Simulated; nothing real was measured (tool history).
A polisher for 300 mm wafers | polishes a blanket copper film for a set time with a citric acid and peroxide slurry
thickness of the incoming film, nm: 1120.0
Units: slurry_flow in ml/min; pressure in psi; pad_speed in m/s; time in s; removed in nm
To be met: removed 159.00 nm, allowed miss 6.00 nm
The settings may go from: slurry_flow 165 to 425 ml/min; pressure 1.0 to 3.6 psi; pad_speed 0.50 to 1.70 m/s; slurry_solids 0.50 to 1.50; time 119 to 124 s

run 1 hour=0.0 | slurry_flow=275 pressure=2.3 pad_speed=1.10 slurry_solids=1.00 time=119 | removed=235.29
run 2 hour=2.1 | slurry_flow=275 pressure=2.1 pad_speed=1.10 slurry_solids=1.00 time=119 | removed=221.14
run 3 hour=3.6 | slurry_flow=275 pressure=2.1 pad_speed=1.10 slurry_solids=1.20 time=119 | removed=235.78
run 4 hour=12.3 | slurry_flow=275 pressure=1.9 pad_speed=1.10 slurry_solids=1.20 time=119 | removed=221.08
run 5 hour=18.1 | slurry_flow=275 pressure=1.7 pad_speed=1.10 slurry_solids=1.20 time=119 | removed=204.54
run 6 hour=22.3 | slurry_flow=275 pressure=1.7 pad_speed=1.10 slurry_solids=1.20 time=124 | removed=215.83
run 7 hour=31.2 | slurry_flow=275 pressure=1.5 pad_speed=1.08 slurry_solids=1.20 time=124 | removed=197.29
run 8 hour=33.9 | slurry_flow=275 pressure=1.4 pad_speed=1.08 slurry_solids=1.20 time=124 | removed=188.86
run 9 hour=39.6 | slurry_flow=275 pressure=1.3 pad_speed=1.08 slurry_solids=1.20 time=124 | removed=178.97
run 10 hour=45.1 | slurry_flow=275 pressure=1.2 pad_speed=1.08 slurry_solids=1.20 time=124 | removed=172.84
run 11 hour=47.0 | slurry_flow=275 pressure=1.1 pad_speed=1.08 slurry_solids=1.20 time=124 | removed=166.68

Which of these 4 next moves meets every target?
run A hour=48.9 | slurry_flow=425 pressure=1.8 pad_speed=0.76 slurry_solids=1.50 time=119 | removed=?
run B hour=48.9 | slurry_flow=295 pressure=1.2 pad_speed=1.06 slurry_solids=1.20 time=122 | removed=?
run C hour=48.9 | slurry_flow=280 pressure=1.2 pad_speed=1.06 slurry_solids=1.45 time=119 | removed=?
run D hour=48.9 | slurry_flow=250 pressure=1.2 pad_speed=1.08 slurry_solids=1.30 time=121 | removed=?

move=A removed=161.92
move=B removed=169.87
move=C removed=172.31
move=D removed=172.06
A: meets every target
B: further off than the last run
C: further off than the last run
D: further off than the last run
The right move is A.
